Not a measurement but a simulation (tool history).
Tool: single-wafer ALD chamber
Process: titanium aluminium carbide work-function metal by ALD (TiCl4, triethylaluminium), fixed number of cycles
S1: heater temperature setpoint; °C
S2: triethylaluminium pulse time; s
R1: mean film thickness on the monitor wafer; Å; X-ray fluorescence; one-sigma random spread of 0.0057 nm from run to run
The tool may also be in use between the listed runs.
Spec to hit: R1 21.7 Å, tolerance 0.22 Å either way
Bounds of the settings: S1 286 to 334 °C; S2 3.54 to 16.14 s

| run | hour | S1 | S2 | R1 |
|---|---|---|---|---|
| 1 | 0 | 310 | 9.84 | 20.436 |
| 2 | 6.7 | 313 | 9.96 | 20.674 |
| 3 | 7.4 | 303 | 9.96 | 19.758 |
| 4 | 10.3 | 293 | 9.96 | 18.809 |
| 5 | 12.6 | 303 | 9.96 | 19.727 |
| 6 | 15 | 308 | 9.96 | 20.161 |
| 7 | 17.6 | 311 | 10.09 | 20.583 |
| 8 | 22.5 | 313 | 10.16 | 20.809 |
| 9 | 30.9 | 315 | 10.21 | 20.958 |
| 10 | 39.8 | 317 | 10.27 | 21.047 |
| 11 | 45.3 | 319 | 10.34 | 21.405 |
| 12 | 48 | 320 | 10.36 | 21.346 |

5 candidate next runs follow, results not yet known. Just one meets every target within its allowed miss. Identify it.
| A | 50.7 | 324 | 8.69 | ? |
| B | 50.7 | 327 | 11.28 | ? |
| C | 50.7 | 328 | 11.08 | ? |
| D | 50.7 | 325 | 9.71 | ? |
| E | 50.7 | 327 | 11.93 | ? |

| move | R1 |
|---|---|
| A | 21.198 |
| B | 22.098 |
| C | 22.159 |
| D | 21.598 |
| E | 22.189 |
A: the biggest miss grows against the last run
B: moves the result that the last run missed by most past its target, out the other side
C: moves the result that the last run missed by most past its target, out the other side
D: every result lands within tolerance
E: moves the result that the last run missed by most past its target, out the other side
Move D is the one to make.
